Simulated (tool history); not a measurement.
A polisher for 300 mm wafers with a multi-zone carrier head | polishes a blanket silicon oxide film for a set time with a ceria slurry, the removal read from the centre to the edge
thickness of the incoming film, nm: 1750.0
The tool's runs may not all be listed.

run,hour,flow of slurry (ml/min),pressure of the head's centre zone,pressure of the head's middle zone,pressure of the head's edge zone,polishing time (s),film removed at the wafer's centre (Å),film removed at mid-radius (Å),film removed at the wafer's edge (Å)
1,0.0,320,1.00,1.00,1.00,38,2031.2,1995.3,2016.1
2,6.7,315,1.00,0.95,0.96,35,1853.5,1751.7,1834.8
3,10.5,315,0.94,0.95,0.96,35,1779.9,1768.6,1844.1
4,15.8,315,0.94,0.95,0.96,31,1549.2,1566.4,1657.1
5,19.4,370,0.94,0.95,0.96,31,1572.8,1582.0,1638.9
6,27.1,370,0.94,0.95,0.96,25,1286.9,1275.5,1307.9
7,35.1,370,0.94,0.95,0.96,25,1259.6,1268.0,1337.4
8,39.7,365,0.98,0.95,0.97,26,1341.6,1309.7,1376.3
9,42.4,365,1.02,0.94,0.97,27,1447.5,1343.6,1405.7

Run 10 comes next. What will it give?
10,49.2,360,1.04,0.93,0.98,28,?,?,?

{"run 10": {"film removed at the wafer's centre (Å)": 1538.5, "film removed at mid-radius (Å)": 1383.9, "film removed at the wafer's edge (Å)": 1501.1}}
